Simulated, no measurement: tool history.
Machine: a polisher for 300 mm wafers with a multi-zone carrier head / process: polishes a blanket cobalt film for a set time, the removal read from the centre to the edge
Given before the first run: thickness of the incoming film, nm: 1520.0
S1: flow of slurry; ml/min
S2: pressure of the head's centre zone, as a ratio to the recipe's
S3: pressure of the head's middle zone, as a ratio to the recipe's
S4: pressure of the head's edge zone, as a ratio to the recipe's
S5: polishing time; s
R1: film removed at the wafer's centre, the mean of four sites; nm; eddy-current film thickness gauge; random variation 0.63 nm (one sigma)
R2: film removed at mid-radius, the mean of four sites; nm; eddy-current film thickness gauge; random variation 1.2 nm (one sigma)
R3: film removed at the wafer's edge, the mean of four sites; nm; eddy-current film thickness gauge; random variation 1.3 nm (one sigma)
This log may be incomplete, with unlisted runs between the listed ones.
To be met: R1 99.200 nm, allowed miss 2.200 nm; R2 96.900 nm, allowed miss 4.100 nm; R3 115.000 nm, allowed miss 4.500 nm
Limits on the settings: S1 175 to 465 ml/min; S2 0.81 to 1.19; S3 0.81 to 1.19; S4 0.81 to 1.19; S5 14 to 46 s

run  hour   S1    S2    S3    S4  S5       R1       R2       R3
  1   0.0  295  1.00  1.00  1.00  30  109.000  109.640  105.570
  2   2.4  290  0.99  0.98  1.02  30  107.160  105.430  108.410
  3   9.8  290  0.99  0.98  0.96  30  108.300  103.320  105.150
  4  11.6  290  0.99  0.98  0.88  30  109.290  106.140  102.210
  5  17.2  290  0.99  0.92  0.88  30  108.550   98.184  101.160
  6  25.1  290  0.99  0.89  0.88  30  108.260   98.521  103.880
  7  27.8  285  0.98  0.88  0.89  30  107.000   96.824  103.420
  8  34.8  280  0.97  0.87  0.91  30  105.420   96.725  103.910
  9  39.1  275  0.96  0.86  0.93  30  103.820   92.360  101.620
 10  47.0  285  0.95  0.86  0.96  30  102.980   94.651  106.710
 11  53.7  290  0.94  0.86  0.97  30  103.210   92.388  104.460
 12  59.2  275  0.93  0.86  0.99  30  101.440   95.781  105.700
 13  67.9  275  0.92  0.86  1.01  30  100.090   95.537  106.030

5 candidate next runs follow, results not yet known. Just one meets every target within its allowed miss. Identify it.
  A  76.6  295  1.00  0.97  0.97  27   ?   ?   ?
  B  76.6  280  0.97  0.92  0.91  29   ?   ?   ?
  C  76.6  295  0.94  0.85  0.91  30   ?   ?   ?
  D  76.6  230  0.85  0.81  0.99  33   ?   ?   ?
  E  76.6  255  1.07  1.02  0.88  27   ?   ?   ?

move       R1      R2       R3
   A   98.013  95.731   93.633
   B  101.600  97.917   98.249
   C  102.410  95.347  102.110
   D   99.283  98.387  113.300
   E  103.160  98.464   89.786
A: misses by more than the last run did
B: misses by more than the last run did
C: misses by more than the last run did
D: meets every target
E: misses by more than the last run did
Answer: D
